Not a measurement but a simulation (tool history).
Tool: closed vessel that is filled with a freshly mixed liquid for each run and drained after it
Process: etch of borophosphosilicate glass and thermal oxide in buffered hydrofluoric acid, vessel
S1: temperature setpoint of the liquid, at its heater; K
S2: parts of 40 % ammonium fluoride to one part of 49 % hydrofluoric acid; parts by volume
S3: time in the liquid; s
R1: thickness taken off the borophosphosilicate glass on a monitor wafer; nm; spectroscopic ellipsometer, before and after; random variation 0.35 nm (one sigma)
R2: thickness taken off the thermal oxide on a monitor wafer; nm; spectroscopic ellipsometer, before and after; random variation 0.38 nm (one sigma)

run,day,S1,S2,S3,R1,R2
1,0.000,295.15,7.0,60,101.32,77.835
2,0.112,295.15,5.0,60,135.95,103.200
3,0.254,295.15,5.0,75,171.28,128.010
4,0.538,295.15,5.0,75,170.19,127.970
5,0.871,295.15,5.0,75,171.06,128.950
# day 1.238: thermometer replaced
6,1.238,294.15,5.5,75,157.67,118.930

The next listed run, before its measurement:
7,1.471,293.15,6.5,75,?,?

R1: 129.17 nm
R2: 98.383 nm

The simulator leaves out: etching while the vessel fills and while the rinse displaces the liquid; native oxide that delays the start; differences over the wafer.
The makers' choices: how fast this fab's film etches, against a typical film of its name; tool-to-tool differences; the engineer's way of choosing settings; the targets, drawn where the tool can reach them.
